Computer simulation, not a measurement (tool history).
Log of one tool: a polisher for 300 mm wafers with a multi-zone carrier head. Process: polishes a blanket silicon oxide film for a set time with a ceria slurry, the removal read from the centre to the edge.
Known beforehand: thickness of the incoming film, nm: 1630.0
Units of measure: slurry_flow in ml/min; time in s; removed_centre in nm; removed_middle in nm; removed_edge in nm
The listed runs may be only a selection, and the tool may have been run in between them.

run  hour  slurry_flow  centre_zone  middle_zone  edge_zone  time  removed_centre  removed_middle  removed_edge
  1     0          205            1            1          1    53          341.46          338.32        340.61
  2   6.8          205         1.04            1          1    53          355.68          337.98        349.21
  3  12.3          205         1.04            1          1    48          325.04          306.62        307.28
  4  19.7          205         1.04            1       0.96    48          323.39          309.42        304.94
  5  23.5          220         1.03         1.06       1.02    52             355          347.51        344.71
  6  24.7          255         1.03         1.06       1.02    52          356.03          353.95        346.07
     32.9  -- worn pad replaced by a new one
  7  32.9          260         1.02          1.1       1.04    55          394.74          411.34        396.16

What does the tool deliver on the next run?
  8  33.7          270         1.01         1.12       1.05    55               ?               ?             ?

Run 8 produced removed_centre 397.55 nm, removed_middle 420.59 nm, removed_edge 400.97 nm.
